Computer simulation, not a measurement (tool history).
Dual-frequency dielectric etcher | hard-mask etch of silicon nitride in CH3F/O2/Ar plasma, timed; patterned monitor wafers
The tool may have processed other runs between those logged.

run,hour,source power (W),bias power (W),etch time (s),mean etch depth across the wafer (Å)
1,0.0,340,85,161.5,1103.60
2,8.9,340,72,161.5,1006.40
3,17.0,340,72,161.5,999.31
4,24.5,340,72,148.0,922.99
5,26.9,360,76,148.0,972.29
6,29.8,360,76,161.5,1057.10
7,33.6,380,77,161.5,1094.70
8,40.1,380,77,161.5,1096.90
9,48.8,390,78,161.5,1106.80

Forecast run 10:
10,50.3,400,79,161.5,?

mean etch depth across the wafer (Å): 1133.40

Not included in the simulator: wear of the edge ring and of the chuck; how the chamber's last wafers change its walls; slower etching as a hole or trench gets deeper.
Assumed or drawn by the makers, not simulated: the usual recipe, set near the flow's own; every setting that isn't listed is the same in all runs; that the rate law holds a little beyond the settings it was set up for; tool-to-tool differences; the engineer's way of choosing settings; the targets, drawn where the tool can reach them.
